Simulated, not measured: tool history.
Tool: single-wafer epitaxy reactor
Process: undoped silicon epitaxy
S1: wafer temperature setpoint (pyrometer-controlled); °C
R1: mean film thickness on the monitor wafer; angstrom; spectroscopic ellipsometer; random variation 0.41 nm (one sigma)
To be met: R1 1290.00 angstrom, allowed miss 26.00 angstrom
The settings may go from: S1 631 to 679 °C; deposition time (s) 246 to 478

{"run": 1, "day": 0.0, "S1": 655, "deposition time (s)": 362, "R1": 673.69}
{"run": 2, "day": 0.104, "S1": 649, "deposition time (s)": 362, "R1": 576.31}
{"run": 3, "day": 0.154, "S1": 649, "deposition time (s)": 322, "R1": 511.98}
{"run": 4, "day": 0.504, "S1": 649, "deposition time (s)": 290, "R1": 462.58}
{"run": 5, "day": 0.65, "S1": 654, "deposition time (s)": 290, "R1": 520.03}
{"run": 6, "day": 0.767, "S1": 654, "deposition time (s)": 246, "R1": 442.36}
{"run": 7, "day": 0.842, "S1": 662, "deposition time (s)": 292, "R1": 643.14}
{"run": 8, "day": 0.896, "S1": 667, "deposition time (s)": 316, "R1": 778.0}
{"run": 9, "day": 1.004, "S1": 679, "deposition time (s)": 374, "R1": 1231.9}

5 next moves are on the table. One of them brings every result within its allowed miss. Which?
{"run": "A", "day": 1.112, "S1": 676, "deposition time (s)": 399, "R1": "?"}
{"run": "B", "day": 1.112, "S1": 679, "deposition time (s)": 415, "R1": "?"}
{"run": "C", "day": 1.112, "S1": 675, "deposition time (s)": 435, "R1": "?"}
{"run": "D", "day": 1.112, "S1": 676, "deposition time (s)": 441, "R1": "?"}
{"run": "E", "day": 1.112, "S1": 675, "deposition time (s)": 410, "R1": "?"}

move=A R1=1221.30
move=B R1=1362.20
move=C R1=1300.80
move=D R1=1349.90
move=E R1=1226.00
A: further off than the last run
B: takes the result that was furthest off past its target
C: meets every target
D: takes the result that was furthest off past its target
E: further off than the last run
The right move is C.
